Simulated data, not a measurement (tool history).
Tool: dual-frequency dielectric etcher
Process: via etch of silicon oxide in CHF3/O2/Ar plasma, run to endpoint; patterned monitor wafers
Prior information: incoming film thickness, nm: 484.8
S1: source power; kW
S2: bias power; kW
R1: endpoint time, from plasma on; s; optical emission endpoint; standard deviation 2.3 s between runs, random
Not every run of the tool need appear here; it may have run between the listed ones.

run 1 hour=0.0 | S1=0.620 S2=0.142 | R1=285.04
run 2 hour=5.8 | S1=0.520 S2=0.142 | R1=312.20
run 3 hour=7.9 | S1=0.520 S2=0.128 | R1=318.89
run 4 hour=12.1 | S1=0.630 S2=0.128 | R1=288.42
run 5 hour=14.0 | S1=0.600 S2=0.126 | R1=297.41
run 6 hour=16.6 | S1=0.520 S2=0.126 | R1=318.21
run 7 hour=22.1 | S1=0.500 S2=0.125 | R1=325.25

Forecast run 8:
run 8 hour=30.0 | S1=0.490 S2=0.124 | R1=?

Run 8 yielded R1 332.30 s.
